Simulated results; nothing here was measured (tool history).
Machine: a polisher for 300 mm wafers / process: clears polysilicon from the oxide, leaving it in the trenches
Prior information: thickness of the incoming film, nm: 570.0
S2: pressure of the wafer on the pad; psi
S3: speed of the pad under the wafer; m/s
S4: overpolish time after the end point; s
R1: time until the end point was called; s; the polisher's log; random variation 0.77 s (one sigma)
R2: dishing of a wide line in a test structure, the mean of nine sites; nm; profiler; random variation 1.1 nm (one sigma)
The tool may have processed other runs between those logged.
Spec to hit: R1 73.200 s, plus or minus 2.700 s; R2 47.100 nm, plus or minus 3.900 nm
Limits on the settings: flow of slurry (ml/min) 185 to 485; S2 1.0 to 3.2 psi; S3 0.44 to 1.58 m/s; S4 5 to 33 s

Run 1, hour 0.0: flow of slurry (ml/min) 310, S2 2.1 psi, S3 1.00 m/s, S4 17 s. Result: R1 59.308 s, R2 51.067 nm.
Run 2, hour 2.9: flow of slurry (ml/min) 310, S2 2.1 psi, S3 1.00 m/s, S4 11 s. Result: R1 59.565 s, R2 45.110 nm.
Run 3, hour 9.7: flow of slurry (ml/min) 375, S2 2.1 psi, S3 1.00 m/s, S4 11 s. Result: R1 57.642 s, R2 44.455 nm.
Run 4, hour 13.8: flow of slurry (ml/min) 375, S2 2.1 psi, S3 1.00 m/s, S4 5 s. Result: R1 57.923 s, R2 28.191 nm.
Run 5, hour 16.6: flow of slurry (ml/min) 375, S2 2.6 psi, S3 1.00 m/s, S4 5 s. Result: R1 49.554 s, R2 31.980 nm.
Run 6, hour 20.3: flow of slurry (ml/min) 365, S2 2.4 psi, S3 0.98 m/s, S4 7 s. Result: R1 53.106 s, R2 37.002 nm.
Run 7, hour 26.4: flow of slurry (ml/min) 360, S2 2.2 psi, S3 0.96 m/s, S4 9 s. Result: R1 58.750 s, R2 41.080 nm.
Run 8, hour 35.1: flow of slurry (ml/min) 360, S2 2.1 psi, S3 0.94 m/s, S4 10 s. Result: R1 63.273 s, R2 39.725 nm.
Run 9, hour 38.5: flow of slurry (ml/min) 360, S2 2.0 psi, S3 0.94 m/s, S4 11 s. Result: R1 65.475 s, R2 40.883 nm.
Run 10, hour 39.4: flow of slurry (ml/min) 360, S2 1.9 psi, S3 0.94 m/s, S4 12 s. Result: R1 68.159 s, R2 42.766 nm.
Run 11, hour 47.6: flow of slurry (ml/min) 360, S2 1.9 psi, S3 0.94 m/s, S4 13 s. Result: R1 66.845 s, R2 44.473 nm.
Run 12, hour 53.1: flow of slurry (ml/min) 360, S2 1.9 psi, S3 0.94 m/s, S4 13 s. Result: R1 67.589 s, R2 44.477 nm.
Run 13, hour 58.9: flow of slurry (ml/min) 355, S2 1.9 psi, S3 0.94 m/s, S4 13 s. Result: R1 68.729 s, R2 43.982 nm.

Pick the move, out of 4, that brings all results within their allowed miss; only one does.
Run A, hour 64.7: flow of slurry (ml/min) 355, S2 2.2 psi, S3 0.92 m/s, S4 15 s. Result: R1 ?, R2 ?.
Run B, hour 64.7: flow of slurry (ml/min) 345, S2 1.9 psi, S3 0.86 m/s, S4 15 s. Result: R1 ?, R2 ?.
Run C, hour 64.7: flow of slurry (ml/min) 325, S2 1.3 psi, S3 1.28 m/s, S4 10 s. Result: R1 ?, R2 ?.
Run D, hour 64.7: flow of slurry (ml/min) 360, S2 2.3 psi, S3 0.74 m/s, S4 10 s. Result: R1 ?, R2 ?.

move      R1      R2
   A  60.947  48.807
   B  73.567  45.797
   C  68.558  39.464
   D  71.905  38.501
A: the biggest miss grows against the last run
B: all results land within tolerance of their targets
C: the biggest miss grows against the last run
D: brings the last run's worst result on target, with another outside its allowed miss
The move that meets every target is B.

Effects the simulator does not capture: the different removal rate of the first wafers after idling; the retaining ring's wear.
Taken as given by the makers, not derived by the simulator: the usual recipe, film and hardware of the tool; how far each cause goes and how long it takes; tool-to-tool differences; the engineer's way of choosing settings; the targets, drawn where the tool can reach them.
